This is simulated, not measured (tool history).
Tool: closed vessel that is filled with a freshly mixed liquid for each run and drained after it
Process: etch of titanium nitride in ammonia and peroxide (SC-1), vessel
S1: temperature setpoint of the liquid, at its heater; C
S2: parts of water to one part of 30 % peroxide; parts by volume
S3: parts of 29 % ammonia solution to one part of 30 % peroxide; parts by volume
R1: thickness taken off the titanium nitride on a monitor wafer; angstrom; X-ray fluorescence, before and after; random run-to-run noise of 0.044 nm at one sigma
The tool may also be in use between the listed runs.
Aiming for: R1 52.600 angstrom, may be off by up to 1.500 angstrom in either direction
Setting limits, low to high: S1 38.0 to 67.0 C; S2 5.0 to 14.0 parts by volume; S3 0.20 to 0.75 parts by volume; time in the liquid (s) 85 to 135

run 1 hour=0.0 | S1=51.0 S2=7.5 S3=0.45 time_in_the_liquid_(s)=135 | R1=101.400
run 2 hour=5.7 | S1=51.0 S2=7.5 S3=0.60 time_in_the_liquid_(s)=135 | R1=106.290
run 3 hour=11.9 | S1=57.0 S2=7.5 S3=0.60 time_in_the_liquid_(s)=135 | R1=158.490
run 4 hour=19.8 | S1=57.0 S2=7.5 S3=0.60 time_in_the_liquid_(s)=135 | R1=161.080
run 5 hour=25.7 | S1=54.5 S2=7.5 S3=0.60 time_in_the_liquid_(s)=135 | R1=133.950
run 6 hour=26.6 | S1=54.5 S2=7.5 S3=0.75 time_in_the_liquid_(s)=135 | R1=138.120
run 7 hour=27.7 | S1=52.0 S2=7.5 S3=0.75 time_in_the_liquid_(s)=135 | R1=117.340
run 8 hour=30.6 | S1=50.0 S2=7.5 S3=0.75 time_in_the_liquid_(s)=135 | R1=101.390
run 9 hour=38.3 | S1=48.5 S2=7.5 S3=0.75 time_in_the_liquid_(s)=135 | R1=90.272

Which single option among these 4 for the next run brings every result within its allowed miss of target? Just one does.
run A hour=46.0 | S1=50.5 S2=8.5 S3=0.75 time_in_the_liquid_(s)=85 | R1=?
run B hour=46.0 | S1=44.5 S2=5.0 S3=0.75 time_in_the_liquid_(s)=85 | R1=?
run C hour=46.0 | S1=52.0 S2=5.0 S3=0.75 time_in_the_liquid_(s)=135 | R1=?
run D hour=46.0 | S1=60.5 S2=8.0 S3=0.75 time_in_the_liquid_(s)=135 | R1=?

move=A R1=63.259
move=B R1=53.157
move=C R1=143.200
move=D R1=203.090
A: better than the last run, though not everything is in spec
B: all results in spec
C: further off than the last run
D: further off than the last run
So the answer is move B, the one that meets all the targets.
